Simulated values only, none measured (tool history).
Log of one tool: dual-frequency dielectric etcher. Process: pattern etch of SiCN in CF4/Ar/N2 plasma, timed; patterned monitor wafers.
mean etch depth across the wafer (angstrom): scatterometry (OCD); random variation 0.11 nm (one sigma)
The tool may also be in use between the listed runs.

run	hour	source power (kW)	bias power (kW)	Ar flow (sccm)	CF4 flow (sccm)	etch time (s)	mean etch depth across the wafer (angstrom)
1	0.0	0.340	0.060	126	46	57.5	353.02
2	8.5	0.340	0.060	141	46	57.5	346.99
3	9.9	0.320	0.057	144	45	57.0	309.79
4	17.5	0.300	0.056	144	45	57.0	289.52
5	24.4	0.300	0.052	144	45	57.0	283.01
6	28.6	0.340	0.052	144	45	57.0	320.00

The next listed run, before its measurement:
7	36.3	0.320	0.051	144	45	57.0	?

Run 7 gave mean etch depth across the wafer (angstrom) 301.54.
